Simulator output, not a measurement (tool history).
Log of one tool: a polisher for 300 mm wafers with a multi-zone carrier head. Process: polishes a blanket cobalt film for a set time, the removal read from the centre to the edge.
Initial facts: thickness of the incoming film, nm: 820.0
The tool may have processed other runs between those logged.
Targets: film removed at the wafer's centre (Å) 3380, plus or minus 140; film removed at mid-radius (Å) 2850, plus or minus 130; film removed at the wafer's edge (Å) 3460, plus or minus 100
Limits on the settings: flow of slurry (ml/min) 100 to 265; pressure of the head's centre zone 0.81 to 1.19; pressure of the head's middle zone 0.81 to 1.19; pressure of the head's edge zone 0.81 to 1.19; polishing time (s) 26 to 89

| run | day | flow of slurry (ml/min) | pressure of the head's centre zone | pressure of the head's middle zone | pressure of the head's edge zone | polishing time (s) | film removed at the wafer's centre (Å) | film removed at mid-radius (Å) | film removed at the wafer's edge (Å) |
|---|---|---|---|---|---|---|---|---|---|
| 1 | 0 | 170 | 1 | 1 | 1 | 57 | 2820 | 2746.6 | 2763.9 |
| 2 | 0.188 | 170 | 1 | 1 | 1 | 47 | 2338.8 | 2273.1 | 2265.8 |
| 3 | 0.458 | 175 | 1.01 | 0.96 | 1.05 | 52 | 2667.6 | 2484.6 | 2555.9 |
| 4 | 0.796 | 160 | 1 | 0.91 | 1.1 | 57 | 2800.4 | 2498.2 | 2854.5 |
| 5 | 0.975 | 170 | 1 | 0.89 | 1.13 | 59 | 2874.1 | 2640.3 | 2974.7 |
| 6 | 1.267 | 165 | 1.01 | 0.87 | 1.14 | 62 | 3103.4 | 2724 | 3157.7 |
| 7 | 1.442 | 165 | 1.01 | 0.86 | 1.15 | 63 | 3155.4 | 2688.4 | 3165.9 |
| 8 | 1.812 | 165 | 1.01 | 0.85 | 1.16 | 64 | 3160.1 | 2704.7 | 3240.1 |
| 9 | 1.942 | 170 | 1.01 | 0.84 | 1.17 | 65 | 3172.8 | 2721.3 | 3254.6 |

Which one of the following 5 next-run settings gets every result inside its allowed miss? There is exactly one.
| A | 2.071 | 220 | 1.06 | 0.81 | 1.12 | 68 | ? | ? | ? |
| B | 2.071 | 190 | 1.11 | 0.86 | 1.11 | 66 | ? | ? | ? |
| C | 2.071 | 135 | 1.02 | 0.85 | 1.15 | 70 | ? | ? | ? |
| D | 2.071 | 150 | 1.05 | 0.81 | 1.14 | 66 | ? | ? | ? |
| E | 2.071 | 215 | 1.02 | 0.91 | 1.11 | 57 | ? | ? | ? |

| move | film removed at the wafer's centre (Å) | film removed at mid-radius (Å) | film removed at the wafer's edge (Å) |
|---|---|---|---|
| A | 3677.3 | 2859.5 | 3518.9 |
| B | 3661 | 2858.8 | 3354.9 |
| C | 3355.7 | 2846.5 | 3464.5 |
| D | 3324.1 | 2626.9 | 3300.8 |
| E | 2958 | 2630.9 | 2930.5 |
A: corrects the largest miss of the last run, while another result sits out of spec
B: as far off as the last run
C: hits every target within its allowed miss
D: moves toward the targets from the last run without getting all of them in spec
E: lands further from the targets than the last run did
C meets every target.
